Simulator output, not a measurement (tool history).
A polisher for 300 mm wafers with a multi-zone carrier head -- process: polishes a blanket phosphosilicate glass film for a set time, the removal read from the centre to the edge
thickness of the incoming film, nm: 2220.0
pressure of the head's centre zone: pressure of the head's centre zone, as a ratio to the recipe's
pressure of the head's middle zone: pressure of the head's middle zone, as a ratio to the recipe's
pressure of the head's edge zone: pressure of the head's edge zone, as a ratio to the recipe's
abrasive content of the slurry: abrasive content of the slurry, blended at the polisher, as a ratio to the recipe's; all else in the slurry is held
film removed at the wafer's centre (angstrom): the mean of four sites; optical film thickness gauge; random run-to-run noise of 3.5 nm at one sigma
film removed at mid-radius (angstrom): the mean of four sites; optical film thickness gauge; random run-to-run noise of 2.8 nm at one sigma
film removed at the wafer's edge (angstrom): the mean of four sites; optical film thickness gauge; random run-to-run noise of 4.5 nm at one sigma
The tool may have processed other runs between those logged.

run    day  flow of slurry (ml/min)  pressure of the head's centre zone  pressure of the head's middle zone  pressure of the head's edge zone  abrasive content of the slurry  polishing time (s)  film removed at the wafer's centre (angstrom)  film removed at mid-radius (angstrom)  film removed at the wafer's edge (angstrom)
  1      0                      245                                   1                                   1                                 1                               1                  50                                         3837.4                                   3984                                       3957.1
  2    0.2                      245                                0.92                                   1                                 1                               1                  50                                         3637.2                                 4048.6                                       3967.4
  3  0.412                      245                                0.92                                   1                              1.05                               1                  50                                           3660                                 4001.3                                       4069.4
  4  0.533                      245                                0.87                                   1                              1.05                               1                  50                                         3481.3                                 4057.7                                       3989.5
  5  0.871                      240                                0.88                                0.95                              1.05                            0.85                  49                                         3150.9                                 3527.4                                         3723
  6  0.954                      240                                0.91                                0.92                              1.02                            0.75                  48                                         3075.7                                 3282.6                                       3406.9

Run 7 is up next; what results do you expect?
  7  1.017                      235                                0.92                                0.88                              1.03                             0.7                  48                                              ?                                      ?                                            ?

Run 7 produced film removed at the wafer's centre (angstrom) 2976.7, film removed at mid-radius (angstrom) 3040.7, film removed at the wafer's edge (angstrom) 3327.5.
